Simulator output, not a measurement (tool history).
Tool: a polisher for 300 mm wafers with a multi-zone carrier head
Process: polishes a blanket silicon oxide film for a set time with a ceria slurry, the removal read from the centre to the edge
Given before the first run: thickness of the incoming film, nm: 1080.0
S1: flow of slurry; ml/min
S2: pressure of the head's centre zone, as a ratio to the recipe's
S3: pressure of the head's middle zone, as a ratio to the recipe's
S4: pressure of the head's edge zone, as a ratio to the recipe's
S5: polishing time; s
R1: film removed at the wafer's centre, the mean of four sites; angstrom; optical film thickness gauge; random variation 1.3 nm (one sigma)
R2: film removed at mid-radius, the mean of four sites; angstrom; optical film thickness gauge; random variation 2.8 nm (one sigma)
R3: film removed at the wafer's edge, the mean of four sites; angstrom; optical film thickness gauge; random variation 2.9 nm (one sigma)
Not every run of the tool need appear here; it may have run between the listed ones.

| run | hour | S1 | S2 | S3 | S4 | S5 | R1 | R2 | R3 |
|---|---|---|---|---|---|---|---|---|---|
| 1 | 0 | 315 | 1 | 1 | 1 | 84 | 3796.3 | 3755.9 | 3892.8 |
| 2 | 6.9 | 315 | 0.98 | 0.97 | 0.96 | 71 | 3148.6 | 3090.7 | 3248 |
| 3 | 11.4 | 315 | 0.97 | 0.95 | 0.92 | 62 | 2719.3 | 2662.7 | 2773.1 |
| 4 | 12.9 | 315 | 0.96 | 0.93 | 0.89 | 58 | 2539.3 | 2453.9 | 2542.5 |
|  | 16.7 | edge zone pressure recalibrated |
| 5 | 16.7 | 315 | 0.94 | 0.9 | 0.87 | 56 | 2379.3 | 2269.7 | 2374.2 |
| 6 | 18.3 | 305 | 0.92 | 0.88 | 0.85 | 56 | 2337.9 | 2266.5 | 2323.8 |
| 7 | 21.7 | 305 | 0.91 | 0.86 | 0.85 | 55 | 2263.2 | 2145.4 | 2325.4 |

What will run 8 give?
| 8 | 29.6 | 305 | 0.91 | 0.86 | 0.84 | 54 | ? | ? | ? |

{"run 8": {"R1": 2229.5, "R2": 2074.4, "R3": 2232.7}}
